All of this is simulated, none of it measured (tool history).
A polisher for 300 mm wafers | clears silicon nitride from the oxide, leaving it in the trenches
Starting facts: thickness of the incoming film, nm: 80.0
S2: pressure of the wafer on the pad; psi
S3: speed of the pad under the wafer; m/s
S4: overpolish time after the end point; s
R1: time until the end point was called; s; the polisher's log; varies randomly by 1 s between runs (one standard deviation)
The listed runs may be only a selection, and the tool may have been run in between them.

run 1 hour=0.0 | flow_of_slurry_(ml/min)=175 S2=1.9 S3=0.86 S4=15 | R1=145.690
run 2 hour=7.8 | flow_of_slurry_(ml/min)=175 S2=2.1 S3=0.88 S4=15 | R1=131.320
run 3 hour=10.8 | flow_of_slurry_(ml/min)=175 S2=2.3 S3=0.90 S4=15 | R1=119.190
run 4 hour=14.2 | flow_of_slurry_(ml/min)=215 S2=2.3 S3=0.90 S4=15 | R1=116.250
run 5 hour=20.2 | flow_of_slurry_(ml/min)=215 S2=2.4 S3=0.92 S4=15 | R1=110.200
run 6 hour=22.8 | flow_of_slurry_(ml/min)=215 S2=2.5 S3=0.94 S4=15 | R1=101.570
run 7 hour=24.9 | flow_of_slurry_(ml/min)=215 S2=2.6 S3=0.96 S4=15 | R1=98.778

Estimate the outcome of run 8 from the log above:
run 8 hour=27.0 | flow_of_slurry_(ml/min)=215 S2=2.7 S3=0.98 S4=15 | R1=?

Run 8 yielded R1 94.031 s.

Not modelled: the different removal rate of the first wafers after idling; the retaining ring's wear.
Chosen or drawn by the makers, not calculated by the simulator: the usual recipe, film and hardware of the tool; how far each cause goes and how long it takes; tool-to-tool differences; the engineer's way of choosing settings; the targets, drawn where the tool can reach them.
